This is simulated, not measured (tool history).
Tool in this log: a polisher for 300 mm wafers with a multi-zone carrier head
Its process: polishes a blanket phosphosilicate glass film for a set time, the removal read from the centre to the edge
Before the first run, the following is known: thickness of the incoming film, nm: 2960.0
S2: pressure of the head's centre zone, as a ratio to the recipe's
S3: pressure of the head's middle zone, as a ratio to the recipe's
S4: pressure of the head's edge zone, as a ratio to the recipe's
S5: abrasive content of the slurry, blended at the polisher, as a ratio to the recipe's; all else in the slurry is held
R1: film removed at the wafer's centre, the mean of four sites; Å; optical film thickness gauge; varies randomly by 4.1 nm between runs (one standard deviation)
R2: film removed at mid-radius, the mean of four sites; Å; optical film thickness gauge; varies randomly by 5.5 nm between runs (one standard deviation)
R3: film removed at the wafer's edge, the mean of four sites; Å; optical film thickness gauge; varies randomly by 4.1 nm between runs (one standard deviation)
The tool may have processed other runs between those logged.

{"run": 1, "hour": 0.0, "flow of slurry (ml/min)": 310, "S2": 1, "S3": 1, "S4": 1, "S5": 1, "polishing time (s)": 79, "R1": 7198.4, "R2": 6773.5, "R3": 7011.5}
{"run": 2, "hour": 2.8, "flow of slurry (ml/min)": 310, "S2": 1, "S3": 1, "S4": 0.96, "S5": 1, "polishing time (s)": 79, "R1": 7221.4, "R2": 6823, "R3": 6639.1}
{"run": 3, "hour": 4.5, "flow of slurry (ml/min)": 310, "S2": 1, "S3": 1, "S4": 0.96, "S5": 1, "polishing time (s)": 61, "R1": 5492.8, "R2": 5391.8, "R3": 5256.8}
{"run": 4, "hour": 9.2, "flow of slurry (ml/min)": 310, "S2": 1, "S3": 1, "S4": 0.96, "S5": 1, "polishing time (s)": 79, "R1": 7255.7, "R2": 6873.7, "R3": 6827.9}
{"run": 5, "hour": 17.4, "flow of slurry (ml/min)": 310, "S2": 1.04, "S3": 1, "S4": 0.96, "S5": 1, "polishing time (s)": 79, "R1": 7378.3, "R2": 6739.5, "R3": 6673.5}
{"run": 6, "hour": 18.6, "flow of slurry (ml/min)": 310, "S2": 1.04, "S3": 1.05, "S4": 0.96, "S5": 1, "polishing time (s)": 79, "R1": 7289.9, "R2": 7139.1, "R3": 6817.8}
{"run": 7, "hour": 23.8, "flow of slurry (ml/min)": 305, "S2": 1.01, "S3": 1.04, "S4": 0.95, "S5": 0.9, "polishing time (s)": 74, "R1": 6477.8, "R2": 6322.7, "R3": 6135.8}
{"run": 8, "hour": 30.2, "flow of slurry (ml/min)": 305, "S2": 0.99, "S3": 1.05, "S4": 0.93, "S5": 0.8, "polishing time (s)": 69, "R1": 5733.7, "R2": 5834.5, "R3": 5421.9}
{"run": 9, "hour": 33.2, "flow of slurry (ml/min)": 300, "S2": 0.97, "S3": 1.04, "S4": 0.92, "S5": 0.75, "polishing time (s)": 65, "R1": 5117.4, "R2": 5287.9, "R3": 4915.1}
{"run": 10, "hour": 34.6, "flow of slurry (ml/min)": 295, "S2": 0.95, "S3": 1.03, "S4": 0.91, "S5": 0.7, "polishing time (s)": 63, "R1": 4769.3, "R2": 4807.3, "R3": 4741.8}
{"run": 11, "hour": 39.5, "flow of slurry (ml/min)": 320, "S2": 0.92, "S3": 1.13, "S4": 0.89, "S5": 0.5, "polishing time (s)": 43, "R1": 2880.8, "R2": 3296.9, "R3": 2840.2}

What will run 12 give?
{"run": 12, "hour": 45.7, "flow of slurry (ml/min)": 315, "S2": 0.92, "S3": 1.13, "S4": 0.91, "S5": 0.55, "polishing time (s)": 43, "R1": "?", "R2": "?", "R3": "?"}

R1: 2966.2 Å
R2: 3386.2 Å
R3: 3007.4 Å
